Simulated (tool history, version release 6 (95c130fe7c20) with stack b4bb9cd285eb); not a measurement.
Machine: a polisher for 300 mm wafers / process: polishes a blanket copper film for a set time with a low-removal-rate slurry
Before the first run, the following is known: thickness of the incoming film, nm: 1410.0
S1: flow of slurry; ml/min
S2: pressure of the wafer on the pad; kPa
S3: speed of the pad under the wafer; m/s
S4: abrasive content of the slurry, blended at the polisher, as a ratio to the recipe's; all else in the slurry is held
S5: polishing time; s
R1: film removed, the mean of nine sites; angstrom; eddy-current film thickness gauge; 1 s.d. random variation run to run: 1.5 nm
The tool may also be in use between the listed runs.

run	hour	S1	S2	S3	S4	S5	R1
1	0.0	175	14.5	1.42	1.0	54	1714.7
2	5.3	175	13.8	1.42	1.0	54	1616.6
3	9.1	175	13.8	1.42	0.9	54	1604.1
4	14.7	175	13.1	1.42	0.9	54	1482.2
5	20.9	175	13.1	1.42	0.9	54	1520.6
6	25.4	175	12.4	1.42	0.9	54	1451.0
7	33.2	175	12.4	1.42	0.9	54	1411.2

What will run 8 give?
8	34.9	175	11.7	1.42	0.9	54	?

{"run 8": {"R1": 1330.4}}
